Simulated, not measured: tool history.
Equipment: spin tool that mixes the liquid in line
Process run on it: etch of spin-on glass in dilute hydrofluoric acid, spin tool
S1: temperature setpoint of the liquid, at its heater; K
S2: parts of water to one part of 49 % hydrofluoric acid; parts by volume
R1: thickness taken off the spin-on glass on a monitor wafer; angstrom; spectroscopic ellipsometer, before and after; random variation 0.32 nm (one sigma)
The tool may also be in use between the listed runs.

{"run": 1, "hour": 0.0, "S1": 293.15, "S2": 200, "time under the liquid (s)": 120, "R1": 239.22}
{"run": 2, "hour": 4.1, "S1": 295.15, "S2": 200, "time under the liquid (s)": 120, "R1": 258.87}
{"run": 3, "hour": 7.6, "S1": 295.15, "S2": 200, "time under the liquid (s)": 120, "R1": 260.71}
{"run": 4, "hour": 15.8, "S1": 296.15, "S2": 190, "time under the liquid (s)": 120, "R1": 285.26}
{"run": 5, "hour": 24.0, "S1": 296.15, "S2": 240, "time under the liquid (s)": 120, "R1": 217.61}
{"run": 6, "hour": 25.9, "S1": 297.65, "S2": 240, "time under the liquid (s)": 120, "R1": 225.53}
{"run": 7, "hour": 27.9, "S1": 297.65, "S2": 240, "time under the liquid (s)": 120, "R1": 228.29}
{"run": 8, "hour": 30.9, "S1": 298.15, "S2": 225, "time under the liquid (s)": 120, "R1": 250.22}
{"run": 9, "hour": 35.4, "S1": 298.65, "S2": 210, "time under the liquid (s)": 120, "R1": 278.53}
{"run": 10, "hour": 44.4, "S1": 301.15, "S2": 130, "time under the liquid (s)": 120, "R1": 538.37}
{"run": 11, "hour": 45.1, "S1": 300.65, "S2": 130, "time under the liquid (s)": 120, "R1": 533.76}

Estimate the outcome of run 12 from the log above:
{"run": 12, "hour": 53.8, "S1": 296.65, "S2": 135, "time under the liquid (s)": 120, "R1": "?"}

Run 12 measured R1 438.3 angstrom.
